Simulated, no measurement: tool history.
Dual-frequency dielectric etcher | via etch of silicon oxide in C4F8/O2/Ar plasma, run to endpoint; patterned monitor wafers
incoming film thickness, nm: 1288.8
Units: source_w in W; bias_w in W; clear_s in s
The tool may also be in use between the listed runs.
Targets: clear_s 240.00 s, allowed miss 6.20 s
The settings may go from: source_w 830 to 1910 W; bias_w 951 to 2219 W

run    day  source_w  bias_w  clear_s
  1  0.000      1370    1585   278.85
  2  0.308      1240    1585   291.51
  3  0.525      1240    1786   284.25
  4  0.650      1030    1786   293.13
  5  0.812      1150    1862   284.29
  6  0.933      1150    2082   274.45
  7  1.171      1240    2106   268.14
  8  1.538      1310    2126   261.15

Which of these 4 next moves meets every target?
  A  1.904      1880    2219        ?
  B  1.904      1910    2219        ?
  C  1.904      1780    2137        ?
  D  1.904      1910    2194        ?

move  clear_s
   A   230.27
   B   229.06
   C   236.89
   D   229.77
A: takes the result that was furthest off past its target
B: takes the result that was furthest off past its target
C: meets every target
D: takes the result that was furthest off past its target
Move C is the one to make.
